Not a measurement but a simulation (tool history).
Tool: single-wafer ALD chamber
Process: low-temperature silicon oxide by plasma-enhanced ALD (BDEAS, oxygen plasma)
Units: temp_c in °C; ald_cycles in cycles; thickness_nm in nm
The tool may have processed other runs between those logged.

| run | hour | temp_c | ald_cycles | thickness_nm |
|---|---|---|---|---|
| 1 | 0.0 | 90 | 68 | 10.1860 |
| 2 | 8.9 | 92 | 67 | 10.0480 |
| 3 | 11.5 | 99 | 67 | 9.8126 |
| 4 | 12.8 | 100 | 66 | 9.6695 |
| 5 | 17.8 | 100 | 70 | 10.2160 |
| 6 | 20.2 | 100 | 78 | 11.3300 |
| 7 | 25.5 | 101 | 76 | 11.0370 |
| 8 | 30.1 | 102 | 74 | 10.7670 |
| 9 | 33.8 | 103 | 72 | 10.5470 |
| 10 | 38.3 | 112 | 61 | 8.6597 |

The next listed run, before its measurement:
| 11 | 46.2 | 111 | 61 | ? |

thickness_nm: 8.8070 nm
